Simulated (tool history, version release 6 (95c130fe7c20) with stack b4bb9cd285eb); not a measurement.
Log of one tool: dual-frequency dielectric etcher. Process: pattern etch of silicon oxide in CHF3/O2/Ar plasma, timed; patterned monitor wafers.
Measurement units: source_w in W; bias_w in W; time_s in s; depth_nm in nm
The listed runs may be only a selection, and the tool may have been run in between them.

{"run": 1, "day": 0.0, "source_w": 870, "bias_w": 135, "time_s": 692.5, "depth_nm": 1536.4}
{"run": 2, "day": 0.288, "source_w": 820, "bias_w": 134, "time_s": 692.5, "depth_nm": 1502.5}
{"run": 3, "day": 0.592, "source_w": 820, "bias_w": 134, "time_s": 722, "depth_nm": 1562.6}
{"run": 4, "day": 0.679, "source_w": 760, "bias_w": 133, "time_s": 722, "depth_nm": 1521.3}
{"run": 5, "day": 0.771, "source_w": 760, "bias_w": 133, "time_s": 692.5, "depth_nm": 1461.3}
{"run": 6, "day": 0.842, "source_w": 760, "bias_w": 133, "time_s": 722, "depth_nm": 1525.7}

Expected results for the next run?
{"run": 7, "day": 1.2, "source_w": 710, "bias_w": 132, "time_s": 722, "depth_nm": "?"}

depth_nm: 1490.1 nm
